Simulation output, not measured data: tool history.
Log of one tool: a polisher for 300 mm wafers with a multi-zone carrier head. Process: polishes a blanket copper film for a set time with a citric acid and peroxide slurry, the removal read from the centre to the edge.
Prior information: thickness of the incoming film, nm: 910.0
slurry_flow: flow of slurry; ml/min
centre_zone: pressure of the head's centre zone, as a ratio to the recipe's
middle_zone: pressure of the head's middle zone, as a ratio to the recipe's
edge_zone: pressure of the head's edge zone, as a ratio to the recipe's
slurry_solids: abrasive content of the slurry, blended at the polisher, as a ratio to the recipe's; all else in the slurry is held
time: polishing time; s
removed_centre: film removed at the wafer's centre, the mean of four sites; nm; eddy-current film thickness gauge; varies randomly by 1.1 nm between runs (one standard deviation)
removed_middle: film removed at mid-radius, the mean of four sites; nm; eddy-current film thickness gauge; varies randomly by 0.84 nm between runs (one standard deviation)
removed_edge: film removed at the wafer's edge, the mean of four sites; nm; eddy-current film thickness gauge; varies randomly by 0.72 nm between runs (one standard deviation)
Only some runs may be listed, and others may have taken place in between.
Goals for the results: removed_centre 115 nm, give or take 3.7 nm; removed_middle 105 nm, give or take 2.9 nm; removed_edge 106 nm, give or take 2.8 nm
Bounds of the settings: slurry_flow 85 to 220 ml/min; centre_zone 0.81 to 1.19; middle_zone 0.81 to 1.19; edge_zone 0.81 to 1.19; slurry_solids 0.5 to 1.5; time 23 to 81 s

{"run": 1, "hour": 0.0, "slurry_flow": 140, "centre_zone": 1, "middle_zone": 1, "edge_zone": 1, "slurry_solids": 1, "time": 52, "removed_centre": 86.268, "removed_middle": 84.974, "removed_edge": 84.332}
{"run": 2, "hour": 7.6, "slurry_flow": 140, "centre_zone": 1, "middle_zone": 1, "edge_zone": 1.06, "slurry_solids": 1, "time": 52, "removed_centre": 85.423, "removed_middle": 85.404, "removed_edge": 85.627}
{"run": 3, "hour": 13.8, "slurry_flow": 140, "centre_zone": 1, "middle_zone": 1, "edge_zone": 1.06, "slurry_solids": 1.15, "time": 52, "removed_centre": 90.046, "removed_middle": 87.419, "removed_edge": 88.54}
{"run": 4, "hour": 20.4, "slurry_flow": 155, "centre_zone": 1.01, "middle_zone": 1.01, "edge_zone": 1.09, "slurry_solids": 1.25, "time": 52, "removed_centre": 93.72, "removed_middle": 91.988, "removed_edge": 92.702}
{"run": 5, "hour": 25.2, "slurry_flow": 155, "centre_zone": 1.01, "middle_zone": 0.93, "edge_zone": 1.09, "slurry_solids": 1.25, "time": 52, "removed_centre": 92.6, "removed_middle": 87.086, "removed_edge": 93.277}
{"run": 6, "hour": 32.0, "slurry_flow": 155, "centre_zone": 0.94, "middle_zone": 0.93, "edge_zone": 1.09, "slurry_solids": 1.25, "time": 52, "removed_centre": 87.013, "removed_middle": 86.07, "removed_edge": 93.317}
{"run": 7, "hour": 38.1, "slurry_flow": 165, "centre_zone": 0.98, "middle_zone": 0.95, "edge_zone": 1.1, "slurry_solids": 1.3, "time": 52, "removed_centre": 92.26, "removed_middle": 90.069, "removed_edge": 96.174}
{"run": 8, "hour": 39.8, "slurry_flow": 205, "centre_zone": 1.08, "middle_zone": 1.03, "edge_zone": 1.13, "slurry_solids": 1.45, "time": 52, "removed_centre": 108.99, "removed_middle": 102.58, "removed_edge": 101.61}
{"run": 9, "hour": 47.9, "slurry_flow": 205, "centre_zone": 1.09, "middle_zone": 1.03, "edge_zone": 1.14, "slurry_solids": 1.45, "time": 52, "removed_centre": 111.16, "removed_middle": 102.77, "removed_edge": 101.77}
{"run": 10, "hour": 56.4, "slurry_flow": 205, "centre_zone": 1.09, "middle_zone": 1.03, "edge_zone": 1.15, "slurry_solids": 1.45, "time": 52, "removed_centre": 112.03, "removed_middle": 102.28, "removed_edge": 102.45}
{"run": 11, "hour": 64.4, "slurry_flow": 205, "centre_zone": 1.09, "middle_zone": 1.03, "edge_zone": 1.16, "slurry_solids": 1.45, "time": 52, "removed_centre": 109.77, "removed_middle": 102.21, "removed_edge": 104.44}

Which one of the following 4 next-run settings gets every result inside its allowed miss? There is exactly one.
{"run": "A", "hour": 72.4, "slurry_flow": 220, "centre_zone": 1.06, "middle_zone": 0.99, "edge_zone": 1.19, "slurry_solids": 1.5, "time": 54, "removed_centre": "?", "removed_middle": "?", "removed_edge": "?"}
{"run": "B", "hour": 72.4, "slurry_flow": 190, "centre_zone": 1.02, "middle_zone": 1.17, "edge_zone": 1.19, "slurry_solids": 1.5, "time": 53, "removed_centre": "?", "removed_middle": "?", "removed_edge": "?"}
{"run": "C", "hour": 72.4, "slurry_flow": 175, "centre_zone": 1.1, "middle_zone": 1.03, "edge_zone": 1.16, "slurry_solids": 1.4, "time": 55, "removed_centre": "?", "removed_middle": "?", "removed_edge": "?"}
{"run": "D", "hour": 72.4, "slurry_flow": 190, "centre_zone": 1.13, "middle_zone": 1.02, "edge_zone": 1.04, "slurry_solids": 1.4, "time": 58, "removed_centre": "?", "removed_middle": "?", "removed_edge": "?"}

move=A removed_centre=113.73 removed_middle=103.81 removed_edge=110.14
move=B removed_centre=104.96 removed_middle=115.02 removed_edge=106.11
move=C removed_centre=113.77 removed_middle=103.83 removed_edge=106.03
move=D removed_centre=125.17 removed_middle=110.1 removed_edge=106.9
A: brings the result that was furthest off to its target, and leaves another outside
B: the biggest miss grows against the last run
C: all results land within tolerance of their targets
D: pushes the last run's worst result past its target
The right move is C.

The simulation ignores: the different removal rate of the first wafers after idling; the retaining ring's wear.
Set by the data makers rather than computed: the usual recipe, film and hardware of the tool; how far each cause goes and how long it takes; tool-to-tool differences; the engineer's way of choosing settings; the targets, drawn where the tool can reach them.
